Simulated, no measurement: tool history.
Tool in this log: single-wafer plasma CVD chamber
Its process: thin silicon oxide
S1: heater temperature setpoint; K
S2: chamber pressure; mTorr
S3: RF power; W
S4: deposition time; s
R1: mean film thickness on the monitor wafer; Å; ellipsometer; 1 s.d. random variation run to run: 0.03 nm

run	hour	S1	S2	S3	S4	R1
1	0	673.15	893	315	4.26	95.01
2	4	673.15	893	315	4.04	89.347
3	11.3	673.15	928	315	4.04	91.856
4	12.2	673.15	963	315	4.04	94.2
5	21.2	673.15	995	315	4.04	96.585
6	26.1	673.15	1020	315	4.04	97.948
7	29.8	673.15	1042	315	4.04	98.938

Expected results for the next run?
8	37.5	673.15	1063	315	4.04	?

{"run 8": {"R1": 99.773}}

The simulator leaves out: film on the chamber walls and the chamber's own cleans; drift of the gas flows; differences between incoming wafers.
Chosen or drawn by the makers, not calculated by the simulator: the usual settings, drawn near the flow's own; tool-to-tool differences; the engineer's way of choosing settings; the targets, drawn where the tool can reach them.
